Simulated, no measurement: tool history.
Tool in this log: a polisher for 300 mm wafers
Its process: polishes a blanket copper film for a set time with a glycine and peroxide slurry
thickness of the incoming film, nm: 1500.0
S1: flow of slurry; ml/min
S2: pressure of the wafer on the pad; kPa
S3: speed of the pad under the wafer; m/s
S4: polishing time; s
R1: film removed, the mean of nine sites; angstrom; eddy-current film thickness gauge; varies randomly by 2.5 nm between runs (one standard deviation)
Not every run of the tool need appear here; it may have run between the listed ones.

run	day	S1	S2	S3	S4	R1
1	0.000	155	23.4	0.84	52	2566.3
2	0.046	155	23.4	0.72	52	2243.2
3	0.375	155	21.4	0.72	52	2076.0
4	0.733	155	20.0	0.72	52	1926.6
5	1.067	155	19.3	0.72	52	1882.1
6	1.254	180	19.3	0.72	52	1937.3
7	1.567	180	18.6	0.72	52	1887.6

Run 8 has not been measured yet. What should we expect?
8	1.833	180	17.9	0.72	52	?

R1: 1851.9 angstrom
